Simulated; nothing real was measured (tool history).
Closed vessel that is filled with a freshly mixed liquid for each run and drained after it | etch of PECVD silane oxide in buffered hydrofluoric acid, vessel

| run | day | temperature setpoint of the liquid (K) | parts of 40 % ammonium fluoride to one part of 49 % hydrofluoric acid (parts by volume) | time in the liquid (s) | thickness taken off the PECVD silane oxide on a monitor wafer (Å) |
|---|---|---|---|---|---|
| 1 | 0.000 | 296.15 | 17.5 | 90 | 2220.2 |
| 2 | 0.275 | 296.65 | 17.5 | 90 | 2264.6 |
| 3 | 0.521 | 294.65 | 17.5 | 90 | 2045.7 |
| 4 | 0.758 | 293.65 | 17.5 | 90 | 1944.0 |
| 5 | 1.017 | 293.65 | 17.5 | 90 | 1933.3 |
| 6 | 1.083 | 293.65 | 17.5 | 95 | 2039.1 |
| 7 | 1.417 | 294.15 | 17.5 | 95 | 2105.3 |
| 8 | 1.488 | 294.65 | 17.5 | 95 | 2178.2 |

What will run 9 give?
| 9 | 1.717 | 295.15 | 17.5 | 95 | ? |

thickness taken off the PECVD silane oxide on a monitor wafer (Å): 2215.4
